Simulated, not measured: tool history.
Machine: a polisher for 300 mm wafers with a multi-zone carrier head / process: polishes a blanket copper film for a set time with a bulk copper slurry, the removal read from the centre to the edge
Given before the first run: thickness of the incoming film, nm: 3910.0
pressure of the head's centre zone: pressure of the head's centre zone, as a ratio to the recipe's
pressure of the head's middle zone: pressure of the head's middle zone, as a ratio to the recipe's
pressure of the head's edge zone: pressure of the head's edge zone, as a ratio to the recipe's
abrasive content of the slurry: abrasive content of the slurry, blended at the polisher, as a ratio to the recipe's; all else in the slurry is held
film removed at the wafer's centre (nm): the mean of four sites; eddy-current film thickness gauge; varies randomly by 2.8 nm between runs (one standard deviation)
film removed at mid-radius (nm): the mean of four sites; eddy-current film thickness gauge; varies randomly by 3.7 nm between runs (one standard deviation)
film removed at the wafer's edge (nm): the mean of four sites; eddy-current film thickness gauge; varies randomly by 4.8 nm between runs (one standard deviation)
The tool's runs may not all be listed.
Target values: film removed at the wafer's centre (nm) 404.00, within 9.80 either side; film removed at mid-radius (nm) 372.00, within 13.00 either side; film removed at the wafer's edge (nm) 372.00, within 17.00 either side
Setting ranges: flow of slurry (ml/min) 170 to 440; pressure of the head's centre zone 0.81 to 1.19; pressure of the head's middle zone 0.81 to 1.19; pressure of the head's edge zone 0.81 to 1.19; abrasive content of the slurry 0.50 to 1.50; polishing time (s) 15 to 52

| run | hour | flow of slurry (ml/min) | pressure of the head's centre zone | pressure of the head's middle zone | pressure of the head's edge zone | abrasive content of the slurry | polishing time (s) | film removed at the wafer's centre (nm) | film removed at mid-radius (nm) | film removed at the wafer's edge (nm) |
|---|---|---|---|---|---|---|---|---|---|---|
| 1 | 0.0 | 280 | 1.00 | 1.00 | 1.00 | 1.00 | 33 | 287.20 | 285.94 | 288.82 |
| 2 | 7.9 | 285 | 1.02 | 1.02 | 1.02 | 1.10 | 33 | 298.94 | 300.43 | 289.77 |
| 3 | 10.8 | 250 | 1.02 | 1.02 | 1.02 | 1.10 | 33 | 295.02 | 298.32 | 296.50 |
| 4 | 16.2 | 250 | 1.02 | 1.02 | 1.09 | 1.10 | 33 | 293.35 | 292.69 | 303.79 |
| 5 | 21.9 | 250 | 1.02 | 0.96 | 1.09 | 1.10 | 33 | 299.62 | 280.24 | 307.06 |
| 6 | 23.1 | 250 | 1.02 | 0.96 | 1.16 | 1.10 | 33 | 300.91 | 283.86 | 309.38 |
| 7 | 28.5 | 245 | 1.04 | 0.98 | 1.16 | 1.15 | 34 | 313.10 | 298.61 | 324.26 |
| 8 | 33.2 | 245 | 1.04 | 0.98 | 1.16 | 1.15 | 34 | 312.72 | 298.89 | 322.89 |
| 9 | 41.6 | 250 | 1.06 | 0.99 | 1.16 | 1.20 | 35 | 333.05 | 311.06 | 343.51 |
| 10 | 49.0 | 270 | 1.08 | 1.01 | 1.15 | 1.20 | 35 | 343.46 | 320.91 | 341.27 |
| 11 | 57.9 | 280 | 1.09 | 1.02 | 1.15 | 1.25 | 35 | 347.74 | 321.93 | 338.84 |

5 next moves are on the table. One of them brings every result within its allowed miss. Which?
| A | 66.8 | 265 | 1.11 | 1.09 | 1.14 | 1.40 | 37 | ? | ? | ? |
| B | 66.8 | 170 | 0.84 | 0.82 | 1.19 | 1.40 | 38 | ? | ? | ? |
| C | 66.8 | 285 | 1.14 | 1.05 | 1.06 | 1.35 | 35 | ? | ? | ? |
| D | 66.8 | 320 | 1.16 | 1.07 | 1.07 | 1.20 | 36 | ? | ? | ? |
| E | 66.8 | 350 | 1.15 | 1.09 | 1.11 | 1.50 | 36 | ? | ? | ? |

| move | film removed at the wafer's centre (nm) | film removed at mid-radius (nm) | film removed at the wafer's edge (nm) |
|---|---|---|---|
| A | 387.39 | 369.99 | 365.64 |
| B | 276.75 | 279.08 | 364.61 |
| C | 376.80 | 339.12 | 334.28 |
| D | 389.50 | 349.52 | 339.43 |
| E | 409.56 | 376.28 | 364.88 |
A: closes in on the targets versus the last run, not all within tolerance yet
B: the biggest miss grows against the last run
C: closes in on the targets versus the last run, not all within tolerance yet
D: closes in on the targets versus the last run, not all within tolerance yet
E: each result inside its tolerance
Correct choice: E, which meets every target
